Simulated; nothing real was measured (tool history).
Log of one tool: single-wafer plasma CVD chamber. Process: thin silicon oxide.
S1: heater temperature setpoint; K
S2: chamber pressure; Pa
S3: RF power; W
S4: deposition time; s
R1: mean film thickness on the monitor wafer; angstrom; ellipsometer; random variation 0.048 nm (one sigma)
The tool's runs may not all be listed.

run	hour	S1	S2	S3	S4	R1
1	0.0	683.15	130.1	330	8.1	179.71
2	1.2	683.15	130.1	330	8.1	180.26
3	3.8	683.15	107.7	330	8.1	159.67
4	7.4	683.15	104.1	330	8.1	156.43
5	10.3	683.15	104.1	350	8.1	161.76
6	12.9	683.15	99.9	350	8.1	156.14
7	13.5	683.15	97.3	350	8.1	154.38

Forecast run 8:
8	15.7	683.15	95.3	350	8.1	?

R1: 151.58 angstrom

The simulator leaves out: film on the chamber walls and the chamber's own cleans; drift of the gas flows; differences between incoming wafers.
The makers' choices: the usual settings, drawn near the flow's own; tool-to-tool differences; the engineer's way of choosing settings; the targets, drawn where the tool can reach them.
